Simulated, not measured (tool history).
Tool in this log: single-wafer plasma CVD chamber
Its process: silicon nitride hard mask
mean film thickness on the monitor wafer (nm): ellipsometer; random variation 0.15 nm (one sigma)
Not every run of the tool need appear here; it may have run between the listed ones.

| run | day | heater temperature setpoint (°C) | chamber pressure (Torr) | RF power (W) | deposition time (s) | mean film thickness on the monitor wafer (nm) |
|---|---|---|---|---|---|---|
| 1 | 0.000 | 400 | 1.62 | 265 | 38.3 | 38.637 |
| 2 | 0.033 | 400 | 1.62 | 235 | 38.3 | 34.083 |
| 3 | 0.371 | 410 | 1.62 | 235 | 38.3 | 33.980 |
| 4 | 0.608 | 410 | 1.91 | 235 | 38.3 | 36.012 |
| 5 | 0.708 | 410 | 1.91 | 265 | 38.3 | 40.182 |
| 6 | 1.046 | 410 | 1.79 | 260 | 38.3 | 38.853 |
| 7 | 1.121 | 410 | 1.70 | 255 | 38.3 | 37.547 |
| 8 | 1.250 | 410 | 1.38 | 230 | 38.3 | 31.341 |
| 9 | 1.479 | 410 | 1.38 | 230 | 38.3 | 31.315 |
| 10 | 1.846 | 410 | 1.41 | 230 | 38.3 | 31.512 |

Expected results for the next run?
| 11 | 2.121 | 410 | 1.41 | 230 | 38.3 | ? |

mean film thickness on the monitor wafer (nm): 31.721

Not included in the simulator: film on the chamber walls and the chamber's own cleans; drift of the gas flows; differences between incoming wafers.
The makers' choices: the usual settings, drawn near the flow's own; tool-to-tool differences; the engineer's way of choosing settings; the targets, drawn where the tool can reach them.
